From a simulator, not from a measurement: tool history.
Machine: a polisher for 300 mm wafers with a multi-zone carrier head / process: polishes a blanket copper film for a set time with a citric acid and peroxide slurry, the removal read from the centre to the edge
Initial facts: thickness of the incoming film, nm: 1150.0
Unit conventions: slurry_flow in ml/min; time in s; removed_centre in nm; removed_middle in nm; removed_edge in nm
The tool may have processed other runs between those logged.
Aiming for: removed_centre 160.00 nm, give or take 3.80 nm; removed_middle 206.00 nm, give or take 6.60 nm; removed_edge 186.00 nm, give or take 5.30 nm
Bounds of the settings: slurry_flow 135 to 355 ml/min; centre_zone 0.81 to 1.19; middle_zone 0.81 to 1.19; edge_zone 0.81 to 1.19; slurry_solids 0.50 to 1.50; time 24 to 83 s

{"run": 1, "hour": 0.0, "slurry_flow": 225, "centre_zone": 1.0, "middle_zone": 1.0, "edge_zone": 1.0, "slurry_solids": 1.0, "time": 53, "removed_centre": 153.45, "removed_middle": 146.38, "removed_edge": 150.0}
{"run": 2, "hour": 3.3, "slurry_flow": 225, "centre_zone": 1.0, "middle_zone": 1.0, "edge_zone": 1.0, "slurry_solids": 1.0, "time": 41, "removed_centre": 116.64, "removed_middle": 112.32, "removed_edge": 116.54}
{"run": 3, "hour": 4.9, "slurry_flow": 175, "centre_zone": 1.0, "middle_zone": 1.0, "edge_zone": 1.0, "slurry_solids": 1.0, "time": 41, "removed_centre": 115.41, "removed_middle": 111.55, "removed_edge": 114.18}
{"run": 4, "hour": 6.4, "slurry_flow": 185, "centre_zone": 0.96, "middle_zone": 1.06, "edge_zone": 1.03, "slurry_solids": 1.15, "time": 46, "removed_centre": 130.64, "removed_middle": 137.33, "removed_edge": 135.06}
{"run": 5, "hour": 11.6, "slurry_flow": 200, "centre_zone": 0.93, "middle_zone": 1.1, "edge_zone": 1.05, "slurry_solids": 1.25, "time": 49, "removed_centre": 137.0, "removed_middle": 158.52, "removed_edge": 147.9}
{"hour": 18.6, "done": "worn pad replaced by a new one"}
{"run": 6, "hour": 18.6, "slurry_flow": 200, "centre_zone": 0.93, "middle_zone": 1.1, "edge_zone": 1.05, "slurry_solids": 1.25, "time": 36, "removed_centre": 111.24, "removed_middle": 128.54, "removed_edge": 122.1}
{"run": 7, "hour": 25.9, "slurry_flow": 235, "centre_zone": 0.93, "middle_zone": 1.13, "edge_zone": 1.09, "slurry_solids": 1.35, "time": 40, "removed_centre": 129.35, "removed_middle": 148.11, "removed_edge": 142.84}
{"run": 8, "hour": 29.0, "slurry_flow": 245, "centre_zone": 0.91, "middle_zone": 1.15, "edge_zone": 1.09, "slurry_solids": 1.4, "time": 44, "removed_centre": 142.68, "removed_middle": 171.54, "removed_edge": 158.26}
{"run": 9, "hour": 29.8, "slurry_flow": 275, "centre_zone": 0.89, "middle_zone": 1.16, "edge_zone": 1.1, "slurry_solids": 1.4, "time": 44, "removed_centre": 141.73, "removed_middle": 173.28, "removed_edge": 161.63}
{"run": 10, "hour": 38.7, "slurry_flow": 280, "centre_zone": 0.88, "middle_zone": 1.17, "edge_zone": 1.1, "slurry_solids": 1.45, "time": 46, "removed_centre": 145.04, "removed_middle": 183.18, "removed_edge": 169.51}
{"run": 11, "hour": 43.6, "slurry_flow": 285, "centre_zone": 0.88, "middle_zone": 1.18, "edge_zone": 1.1, "slurry_solids": 1.45, "time": 47, "removed_centre": 150.0, "removed_middle": 187.64, "removed_edge": 173.57}
{"run": 12, "hour": 44.8, "slurry_flow": 285, "centre_zone": 0.88, "middle_zone": 1.18, "edge_zone": 1.09, "slurry_solids": 1.45, "time": 48, "removed_centre": 151.69, "removed_middle": 190.53, "removed_edge": 176.78}
{"run": 13, "hour": 53.5, "slurry_flow": 270, "centre_zone": 0.88, "middle_zone": 1.18, "edge_zone": 1.09, "slurry_solids": 1.45, "time": 49, "removed_centre": 157.73, "removed_middle": 199.09, "removed_edge": 180.07}
{"run": 14, "hour": 59.9, "slurry_flow": 270, "centre_zone": 0.88, "middle_zone": 1.18, "edge_zone": 1.1, "slurry_solids": 1.45, "time": 49, "removed_centre": 155.53, "removed_middle": 193.76, "removed_edge": 181.02}

5 next moves are on the table. One of them brings every result within its allowed miss. Which?
{"run": "A", "hour": 66.3, "slurry_flow": 240, "centre_zone": 0.81, "middle_zone": 1.19, "edge_zone": 0.91, "slurry_solids": 1.5, "time": 52, "removed_centre": "?", "removed_middle": "?", "removed_edge": "?"}
{"run": "B", "hour": 66.3, "slurry_flow": 320, "centre_zone": 0.87, "middle_zone": 1.19, "edge_zone": 0.98, "slurry_solids": 1.5, "time": 48, "removed_centre": "?", "removed_middle": "?", "removed_edge": "?"}
{"run": "C", "hour": 66.3, "slurry_flow": 250, "centre_zone": 0.84, "middle_zone": 1.19, "edge_zone": 1.03, "slurry_solids": 1.5, "time": 49, "removed_centre": "?", "removed_middle": "?", "removed_edge": "?"}
{"run": "D", "hour": 66.3, "slurry_flow": 265, "centre_zone": 0.91, "middle_zone": 1.09, "edge_zone": 1.17, "slurry_solids": 1.35, "time": 50, "removed_centre": "?", "removed_middle": "?", "removed_edge": "?"}
{"run": "E", "hour": 66.3, "slurry_flow": 255, "centre_zone": 0.87, "middle_zone": 1.19, "edge_zone": 1.07, "slurry_solids": 1.4, "time": 52, "removed_centre": "?", "removed_middle": "?", "removed_edge": "?"}

move=A removed_centre=151.18 removed_middle=208.55 removed_edge=174.86
move=B removed_centre=153.91 removed_middle=196.95 removed_edge=170.10
move=C removed_centre=148.36 removed_middle=197.14 removed_edge=175.23
move=D removed_centre=160.46 removed_middle=182.29 removed_edge=186.51
move=E removed_centre=160.53 removed_middle=205.81 removed_edge=186.38
A: puts the biggest miss on target and leaves a different result outside tolerance
B: the biggest miss grows against the last run
C: the biggest miss grows against the last run
D: the biggest miss grows against the last run
E: meets every target
Correct choice: E, which meets every target

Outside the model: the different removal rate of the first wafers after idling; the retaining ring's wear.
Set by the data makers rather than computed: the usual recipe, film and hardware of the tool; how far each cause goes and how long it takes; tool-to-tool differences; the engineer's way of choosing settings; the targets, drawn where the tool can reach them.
